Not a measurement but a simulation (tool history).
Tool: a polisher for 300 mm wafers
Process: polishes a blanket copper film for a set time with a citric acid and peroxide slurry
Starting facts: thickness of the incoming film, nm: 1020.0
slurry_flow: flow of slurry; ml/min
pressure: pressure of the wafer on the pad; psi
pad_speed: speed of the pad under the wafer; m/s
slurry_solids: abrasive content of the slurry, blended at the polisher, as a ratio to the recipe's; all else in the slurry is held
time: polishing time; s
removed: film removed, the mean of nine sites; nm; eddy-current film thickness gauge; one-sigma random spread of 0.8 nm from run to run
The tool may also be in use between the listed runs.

{"run": 1, "hour": 0.0, "slurry_flow": 205, "pressure": 4, "pad_speed": 1, "slurry_solids": 1, "time": 32, "removed": 111.5}
{"run": 2, "hour": 4.5, "slurry_flow": 240, "pressure": 4, "pad_speed": 1, "slurry_solids": 1, "time": 32, "removed": 116.08}
{"run": 3, "hour": 12.7, "slurry_flow": 230, "pressure": 3.9, "pad_speed": 1, "slurry_solids": 1, "time": 32, "removed": 111.33}
{"run": 4, "hour": 20.4, "slurry_flow": 225, "pressure": 3.8, "pad_speed": 1, "slurry_solids": 1, "time": 32, "removed": 107.95}
{"run": 5, "hour": 27.7, "slurry_flow": 225, "pressure": 3.8, "pad_speed": 1, "slurry_solids": 1, "time": 29, "removed": 97.618}
{"run": 6, "hour": 35.3, "slurry_flow": 220, "pressure": 3.8, "pad_speed": 1, "slurry_solids": 1, "time": 29, "removed": 96.84}

Predict the results of run 7:
{"run": 7, "hour": 39.2, "slurry_flow": 215, "pressure": 3.8, "pad_speed": 1, "slurry_solids": 1, "time": 29, "removed": "?"}

For run 7 the tool returned removed 98.17 nm.

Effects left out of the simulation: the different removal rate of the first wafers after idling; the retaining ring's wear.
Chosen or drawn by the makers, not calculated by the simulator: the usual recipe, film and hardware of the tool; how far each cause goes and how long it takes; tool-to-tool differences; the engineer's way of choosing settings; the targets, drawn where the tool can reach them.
